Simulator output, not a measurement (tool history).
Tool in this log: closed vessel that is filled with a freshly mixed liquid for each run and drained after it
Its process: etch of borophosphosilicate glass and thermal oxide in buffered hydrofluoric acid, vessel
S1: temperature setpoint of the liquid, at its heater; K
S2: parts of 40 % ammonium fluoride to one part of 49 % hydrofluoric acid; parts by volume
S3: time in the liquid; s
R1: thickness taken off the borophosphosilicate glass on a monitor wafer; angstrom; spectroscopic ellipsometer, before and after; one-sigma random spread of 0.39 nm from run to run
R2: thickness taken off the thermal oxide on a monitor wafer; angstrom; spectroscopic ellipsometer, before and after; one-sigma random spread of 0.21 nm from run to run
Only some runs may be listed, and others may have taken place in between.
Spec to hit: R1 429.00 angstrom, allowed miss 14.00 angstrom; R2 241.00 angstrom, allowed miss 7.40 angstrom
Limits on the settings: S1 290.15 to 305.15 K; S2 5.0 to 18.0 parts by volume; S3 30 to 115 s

run	hour	S1	S2	S3	R1	R2
1	0.0	298.15	11.0	60	1190.90	671.40
2	5.4	297.15	12.0	60	1033.50	575.16
3	8.7	297.15	14.0	60	887.32	503.56
4	10.2	299.15	14.0	60	991.42	560.37
5	18.0	299.15	16.0	60	867.22	493.26
6	27.0	299.15	17.5	60	789.55	448.66
7	32.7	295.15	18.0	50	515.26	293.04
8	36.1	294.65	18.0	50	508.66	282.47
9	43.2	294.65	18.0	50	513.20	279.15
10	51.5	294.15	18.0	45	441.87	253.38

Pick the move, out of 4, that brings all results within their allowed miss; only one does.
A	59.8	293.65	18.0	50	?	?
B	59.8	291.65	18.0	50	?	?
C	59.8	292.15	13.5	40	?	?
D	59.8	297.15	18.0	35	?	?

move	R1	R2
A	474.49	263.86
B	424.50	235.76
C	464.23	257.55
D	402.28	224.15
A: its largest miss is bigger than the last run's
B: every result within its allowed miss
C: its largest miss is bigger than the last run's
D: takes the result that was furthest off past its target
Go with B: it meets all targets.
